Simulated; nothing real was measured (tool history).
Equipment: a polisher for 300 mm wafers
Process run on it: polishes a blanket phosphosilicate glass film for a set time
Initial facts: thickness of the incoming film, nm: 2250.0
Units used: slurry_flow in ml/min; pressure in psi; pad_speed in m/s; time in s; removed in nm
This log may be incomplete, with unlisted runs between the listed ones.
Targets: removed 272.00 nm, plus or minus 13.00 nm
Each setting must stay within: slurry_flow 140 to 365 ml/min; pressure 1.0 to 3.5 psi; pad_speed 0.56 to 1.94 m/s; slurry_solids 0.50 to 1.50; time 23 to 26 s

run,hour,slurry_flow,pressure,pad_speed,slurry_solids,time,removed
1,0.0,235,2.2,1.24,1.00,26,170.10
2,6.9,235,2.2,1.24,1.00,26,166.71
3,8.3,235,2.2,1.24,0.85,26,154.72
4,15.7,235,2.4,1.24,0.85,26,166.44
5,20.5,290,2.4,1.24,0.85,26,172.67
6,22.3,290,2.5,1.24,0.85,26,174.76
7,26.1,290,2.6,1.26,0.85,26,188.16
8,30.5,290,2.7,1.26,0.85,26,196.54
9,37.3,290,2.8,1.26,0.85,26,197.96

Next run, 5 choices. One meets every target within its allowed miss, the rest don't. Which?
A,44.1,365,3.5,1.14,1.50,26,?
B,44.1,290,3.1,1.54,0.90,26,?
C,44.1,225,3.2,1.40,1.35,26,?
D,44.1,285,3.4,1.52,0.95,26,?
E,44.1,295,2.8,1.44,1.05,26,?

move,removed
A,299.14
B,273.00
C,300.48
D,302.24
E,250.08
A: pushes the last run's worst result past its target
B: all results land within tolerance of their targets
C: pushes the last run's worst result past its target
D: pushes the last run's worst result past its target
E: gains on the last run, yet a result remains outside its allowed miss
Go with B: it meets all targets.
